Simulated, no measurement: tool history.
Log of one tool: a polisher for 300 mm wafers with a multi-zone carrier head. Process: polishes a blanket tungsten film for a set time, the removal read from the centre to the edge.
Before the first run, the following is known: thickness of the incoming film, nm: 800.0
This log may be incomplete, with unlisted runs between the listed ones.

run	hour	flow of slurry (ml/min)	pressure of the head's centre zone	pressure of the head's middle zone	pressure of the head's edge zone	abrasive content of the slurry	polishing time (s)	film removed at the wafer's centre (Å)	film removed at mid-radius (Å)	film removed at the wafer's edge (Å)
1	0	200	1	1	1	1	45	2648.4	2543.7	2686.2
2	2.5	200	0.93	1	1	1	45	2454.5	2538.6	2674.6
3	3.1	205	0.95	1.01	1.02	1.05	46	2589.9	2716.7	2744.1
4	4.2	195	0.96	1	1.03	1.1	47	2674.7	2698.9	2869.4
5	8.8	195	0.96	1	1.03	1	47	2631.6	2659.9	2793.8
6	9.7	195	0.96	1.06	1.03	1	47	2667.8	2820.6	2787.7
7	17.3	195	0.97	1.06	1.04	1.05	48	2742.3	2881.3	2944.6
8	19.2	200	0.99	1.07	1.05	1.1	48	2860.8	2945.2	2936.8
# hour 23.8: worn pad replaced by a new one
9	23.8	195	1	1.07	1.06	1.15	49	3324	3460.2	3385.9
10	32.6	155	1.06	1.04	1.12	1.15	49	3310.6	3187.2	3346.9
11	36.4	165	1.06	1.05	1.13	1.15	49	3396.6	3272.7	3423.1
12	42.5	165	1.06	1.05	1.13	1.15	49	3428.2	3313.6	3424.5
13	46.4	170	1.06	1.05	1.14	1.15	49	3427	3271.3	3500.8
14	54.8	180	1.06	1.06	1.14	1.15	49	3451	3315.7	3507.6
15	63.3	185	1.06	1.07	1.14	1.15	49	3472.2	3389.8	3485.9

Run 16 has not been measured yet. What should we expect?
16	65.5	190	1.06	1.07	1.15	1.15	49	?	?	?

{"run 16": {"film removed at the wafer's centre (Å)": 3484.6, "film removed at mid-radius (Å)": 3379.8, "film removed at the wafer's edge (Å)": 3518.2}}
